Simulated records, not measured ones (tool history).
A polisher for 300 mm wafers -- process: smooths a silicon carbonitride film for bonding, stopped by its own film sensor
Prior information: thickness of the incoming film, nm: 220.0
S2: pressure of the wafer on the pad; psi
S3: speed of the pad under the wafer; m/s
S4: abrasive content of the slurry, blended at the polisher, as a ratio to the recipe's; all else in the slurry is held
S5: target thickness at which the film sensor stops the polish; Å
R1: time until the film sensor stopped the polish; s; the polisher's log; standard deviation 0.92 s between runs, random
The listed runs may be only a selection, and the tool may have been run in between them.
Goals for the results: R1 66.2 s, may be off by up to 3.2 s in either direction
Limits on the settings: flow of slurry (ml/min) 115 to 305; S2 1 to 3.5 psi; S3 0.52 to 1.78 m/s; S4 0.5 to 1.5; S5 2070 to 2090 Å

Run 1, hour 0: flow of slurry (ml/min) 195, S2 2.2 psi, S3 1.14 m/s, S4 1, S5 2070 Å. Result: R1 38.607 s.
Run 2, hour 1.7: flow of slurry (ml/min) 195, S2 2.2 psi, S3 1 m/s, S4 1, S5 2070 Å. Result: R1 42.939 s.
Run 3, hour 3.1: flow of slurry (ml/min) 195, S2 2.2 psi, S3 1 m/s, S4 1.2, S5 2070 Å. Result: R1 39.696 s.
Run 4, hour 3.7: flow of slurry (ml/min) 195, S2 1.9 psi, S3 0.98 m/s, S4 1.2, S5 2070 Å. Result: R1 45.686 s.
Run 5, hour 10.2: flow of slurry (ml/min) 195, S2 2.3 psi, S3 0.98 m/s, S4 1.2, S5 2070 Å. Result: R1 37.715 s.
Run 6, hour 13.1: flow of slurry (ml/min) 195, S2 2 psi, S3 0.96 m/s, S4 1.2, S5 2070 Å. Result: R1 43.608 s.
Run 7, hour 17.6: flow of slurry (ml/min) 195, S2 1.7 psi, S3 0.94 m/s, S4 1.2, S5 2070 Å. Result: R1 52.557 s.
Run 8, hour 26.7: flow of slurry (ml/min) 195, S2 1.6 psi, S3 0.94 m/s, S4 1.2, S5 2070 Å. Result: R1 56.54 s.
Run 9, hour 28.9: flow of slurry (ml/min) 195, S2 1.5 psi, S3 0.94 m/s, S4 1.2, S5 2070 Å. Result: R1 59.752 s.

Which single option among these 5 for the next run brings every result within its allowed miss of target? Just one does.
Run A, hour 31.1: flow of slurry (ml/min) 155, S2 1.3 psi, S3 1.12 m/s, S4 0.8, S5 2070 Å. Result: R1 ?.
Run B, hour 31.1: flow of slurry (ml/min) 215, S2 1.5 psi, S3 1.02 m/s, S4 1.15, S5 2080 Å. Result: R1 ?.
Run C, hour 31.1: flow of slurry (ml/min) 130, S2 1.2 psi, S3 0.94 m/s, S4 1.2, S5 2090 Å. Result: R1 ?.
Run D, hour 31.1: flow of slurry (ml/min) 155, S2 1.2 psi, S3 1.08 m/s, S4 1.1, S5 2070 Å. Result: R1 ?.
Run E, hour 31.1: flow of slurry (ml/min) 190, S2 1.5 psi, S3 0.7 m/s, S4 1.35, S5 2070 Å. Result: R1 ?.

move      R1
   A  75.084
   B  51.872
   C  66.225
   D  70.767
   E   72.04
A: takes the result that was furthest off past its target
B: its largest miss is bigger than the last run's
C: all results in spec
D: takes the result that was furthest off past its target
E: takes the result that was furthest off past its target
Correct choice: C, which meets every target
